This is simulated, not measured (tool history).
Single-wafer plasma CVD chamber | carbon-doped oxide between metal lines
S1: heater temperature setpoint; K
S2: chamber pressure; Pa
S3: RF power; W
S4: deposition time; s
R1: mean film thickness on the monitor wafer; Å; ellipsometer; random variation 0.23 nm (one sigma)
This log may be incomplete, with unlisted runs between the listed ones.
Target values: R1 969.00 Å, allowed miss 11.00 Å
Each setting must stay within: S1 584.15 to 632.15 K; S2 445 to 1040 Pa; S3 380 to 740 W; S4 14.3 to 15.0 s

run 1 hour=0.0 | S1=608.15 S2=743 S3=560 S4=15.0 | R1=901.72
run 2 hour=7.4 | S1=608.15 S2=743 S3=560 S4=15.0 | R1=904.83
run 3 hour=14.0 | S1=606.15 S2=749 S3=560 S4=15.0 | R1=908.87
run 4 hour=20.9 | S1=604.15 S2=757 S3=560 S4=15.0 | R1=918.33
run 5 hour=22.3 | S1=604.15 S2=885 S3=560 S4=15.0 | R1=926.00
run 6 hour=27.0 | S1=603.15 S2=889 S3=560 S4=15.0 | R1=933.39
run 7 hour=34.7 | S1=602.15 S2=893 S3=560 S4=15.0 | R1=932.58
run 8 hour=37.1 | S1=590.15 S2=948 S3=565 S4=15.0 | R1=991.67

Which single option among these 5 for the next run brings every result within its allowed miss of target? Just one does.
run A hour=39.5 | S1=590.15 S2=965 S3=520 S4=14.8 | R1=?
run B hour=39.5 | S1=585.15 S2=929 S3=520 S4=14.8 | R1=?
run C hour=39.5 | S1=585.15 S2=888 S3=590 S4=14.4 | R1=?
run D hour=39.5 | S1=593.15 S2=1037 S3=555 S4=14.5 | R1=?
run E hour=39.5 | S1=587.15 S2=943 S3=510 S4=14.6 | R1=?

move=A R1=954.77
move=B R1=975.78
move=C R1=991.86
move=D R1=948.36
move=E R1=947.65
A: takes the result that was furthest off past its target
B: hits every target within its allowed miss
C: about as far from the targets as the last run
D: takes the result that was furthest off past its target
E: takes the result that was furthest off past its target
Correct choice: B, which meets every target
